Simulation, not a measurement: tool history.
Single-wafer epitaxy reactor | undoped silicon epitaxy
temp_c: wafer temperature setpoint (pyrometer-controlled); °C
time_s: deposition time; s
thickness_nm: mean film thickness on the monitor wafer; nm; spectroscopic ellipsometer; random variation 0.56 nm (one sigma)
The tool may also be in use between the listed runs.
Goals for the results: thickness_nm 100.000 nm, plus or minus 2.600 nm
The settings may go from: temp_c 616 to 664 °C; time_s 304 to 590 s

run	hour	temp_c	time_s	thickness_nm
1	0.0	640	447	60.924
2	4.7	645	448	67.513
3	8.9	639	448	59.793
4	13.1	639	393	52.296
5	15.9	645	405	60.588
6	17.8	645	372	56.467
7	22.8	650	390	65.213
8	27.9	653	404	71.468
9	33.1	656	415	79.093
10	37.2	658	421	83.310

Below are 4 possible settings for the next run. Only one of them brings all results inside the allowed miss of their targets. Which is it?
A	41.3	664	422	?
B	41.3	662	471	?
C	41.3	664	472	?
D	41.3	664	473	?

move	thickness_nm
A	93.779
B	100.540
C	104.890
D	105.110
A: nearer the targets than the last run, but a result is still out of spec
B: all results in spec
C: carries the result that was furthest off beyond its target, to the other side
D: carries the result that was furthest off beyond its target, to the other side
B is the move that brings every result within its allowed miss.

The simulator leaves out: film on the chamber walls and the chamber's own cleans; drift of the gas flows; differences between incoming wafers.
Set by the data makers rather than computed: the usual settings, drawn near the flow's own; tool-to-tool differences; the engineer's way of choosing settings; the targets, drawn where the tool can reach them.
